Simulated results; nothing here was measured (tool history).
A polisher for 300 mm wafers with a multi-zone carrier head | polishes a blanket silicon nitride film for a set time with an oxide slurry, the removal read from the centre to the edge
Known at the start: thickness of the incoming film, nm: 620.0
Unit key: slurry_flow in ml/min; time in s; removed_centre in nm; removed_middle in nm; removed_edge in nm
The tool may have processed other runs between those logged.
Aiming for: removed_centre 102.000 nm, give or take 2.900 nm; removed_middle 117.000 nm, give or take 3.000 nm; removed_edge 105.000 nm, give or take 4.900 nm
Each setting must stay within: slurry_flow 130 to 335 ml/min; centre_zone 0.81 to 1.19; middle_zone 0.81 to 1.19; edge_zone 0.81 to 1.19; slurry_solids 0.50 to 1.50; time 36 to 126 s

run 1 day=0.000 | slurry_flow=215 centre_zone=1.00 middle_zone=1.00 edge_zone=1.00 slurry_solids=1.00 time=81 | removed_centre=66.420 removed_middle=65.971 removed_edge=66.603
run 2 day=0.233 | slurry_flow=215 centre_zone=1.07 middle_zone=1.00 edge_zone=1.00 slurry_solids=1.00 time=81 | removed_centre=70.719 removed_middle=65.801 removed_edge=63.919
run 3 day=0.333 | slurry_flow=225 centre_zone=1.06 middle_zone=1.04 edge_zone=1.03 slurry_solids=1.10 time=84 | removed_centre=78.149 removed_middle=75.729 removed_edge=71.809
run 4 day=0.479 | slurry_flow=195 centre_zone=1.06 middle_zone=1.04 edge_zone=1.03 slurry_solids=1.10 time=84 | removed_centre=77.301 removed_middle=72.882 removed_edge=70.625
run 5 day=0.779 | slurry_flow=215 centre_zone=1.04 middle_zone=1.07 edge_zone=1.06 slurry_solids=1.20 time=85 | removed_centre=80.793 removed_middle=80.291 removed_edge=77.159
run 6 day=1.067 | slurry_flow=215 centre_zone=1.04 middle_zone=1.07 edge_zone=1.12 slurry_solids=1.20 time=85 | removed_centre=81.053 removed_middle=79.577 removed_edge=78.364
run 7 day=1.321 | slurry_flow=270 centre_zone=0.98 middle_zone=1.17 edge_zone=1.18 slurry_solids=1.45 time=96 | removed_centre=95.028 removed_middle=110.930 removed_edge=102.440
run 8 day=1.612 | slurry_flow=275 centre_zone=0.99 middle_zone=1.17 edge_zone=1.18 slurry_solids=1.45 time=96 | removed_centre=96.980 removed_middle=110.350 removed_edge=100.830

Next run, 4 choices. One meets every target within its allowed miss, the rest don't. Which?
run A day=1.904 | slurry_flow=300 centre_zone=1.00 middle_zone=1.17 edge_zone=1.19 slurry_solids=1.30 time=95 | removed_centre=? removed_middle=? removed_edge=?
run B day=1.904 | slurry_flow=320 centre_zone=0.85 middle_zone=1.19 edge_zone=1.07 slurry_solids=1.25 time=111 | removed_centre=? removed_middle=? removed_edge=?
run C day=1.904 | slurry_flow=275 centre_zone=1.07 middle_zone=1.16 edge_zone=1.16 slurry_solids=1.45 time=92 | removed_centre=? removed_middle=? removed_edge=?
run D day=1.904 | slurry_flow=305 centre_zone=0.99 middle_zone=1.18 edge_zone=1.14 slurry_solids=1.45 time=100 | removed_centre=? removed_middle=? removed_edge=?

move=A removed_centre=92.967 removed_middle=104.330 removed_edge=95.587
move=B removed_centre=91.058 removed_middle=122.190 removed_edge=105.250
move=C removed_centre=100.250 removed_middle=104.360 removed_edge=95.488
move=D removed_centre=101.710 removed_middle=116.140 removed_edge=103.650
A: moves away from the targets compared with the last run
B: carries the result that was furthest off beyond its target, to the other side
C: moves away from the targets compared with the last run
D: hits every target within its allowed miss
Go with D: it meets all targets.
